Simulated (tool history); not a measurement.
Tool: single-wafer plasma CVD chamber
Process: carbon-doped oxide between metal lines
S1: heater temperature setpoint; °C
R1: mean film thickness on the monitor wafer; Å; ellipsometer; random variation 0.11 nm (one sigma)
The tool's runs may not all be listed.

Run 1, hour 0: S1 360 °C, chamber pressure (mTorr) 6370, RF power (kW) 0.45, deposition time (s) 11.5. Result: R1 542.37 Å.
Run 2, hour 6.5: S1 360 °C, chamber pressure (mTorr) 6860, RF power (kW) 0.45, deposition time (s) 11.5. Result: R1 544.37 Å.
Run 3, hour 9.5: S1 360 °C, chamber pressure (mTorr) 6860, RF power (kW) 0.45, deposition time (s) 11.5. Result: R1 545.19 Å.
Run 4, hour 14.5: S1 361 °C, chamber pressure (mTorr) 6830, RF power (kW) 0.44, deposition time (s) 11.5. Result: R1 539.55 Å.
Run 5, hour 18: S1 361 °C, chamber pressure (mTorr) 6830, RF power (kW) 0.505, deposition time (s) 11.5. Result: R1 578.12 Å.
At hour 25.5: thermocouple changed; heater temperature recalibrated.
Run 6, hour 25.5: S1 362 °C, chamber pressure (mTorr) 6800, RF power (kW) 0.485, deposition time (s) 11.4. Result: R1 563.61 Å.
Run 7, hour 30.1: S1 362 °C, chamber pressure (mTorr) 6790, RF power (kW) 0.47, deposition time (s) 11.3. Result: R1 551.76 Å.

The next listed run, before its measurement:
Run 8, hour 38.5: S1 362 °C, chamber pressure (mTorr) 6750, RF power (kW) 0.455, deposition time (s) 11.2. Result: R1 ?.

R1: 535.66 Å

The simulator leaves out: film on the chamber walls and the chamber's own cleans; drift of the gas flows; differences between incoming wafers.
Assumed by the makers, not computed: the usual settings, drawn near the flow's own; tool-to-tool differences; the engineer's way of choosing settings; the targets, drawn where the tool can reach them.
